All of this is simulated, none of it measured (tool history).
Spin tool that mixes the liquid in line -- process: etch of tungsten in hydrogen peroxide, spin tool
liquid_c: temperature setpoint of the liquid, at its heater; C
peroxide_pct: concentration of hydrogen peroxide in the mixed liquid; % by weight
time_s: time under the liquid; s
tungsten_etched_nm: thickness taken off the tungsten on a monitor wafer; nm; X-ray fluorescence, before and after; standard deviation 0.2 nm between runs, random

run,day,liquid_c,peroxide_pct,time_s,tungsten_etched_nm
1,0.000,44.0,20.5,15,27.370
2,0.079,43.5,20.5,15,26.996
3,0.362,43.5,24.0,15,28.858
4,0.683,43.5,24.0,15,29.141
5,0.767,43.5,24.0,15,28.921
6,0.875,47.5,24.0,15,37.614
7,1.088,47.5,24.0,15,37.560
8,1.121,46.0,24.0,15,33.819

Run 9 comes next. What will it give?
9,1.325,45.0,24.0,15,?

tungsten_etched_nm: 32.228 nm
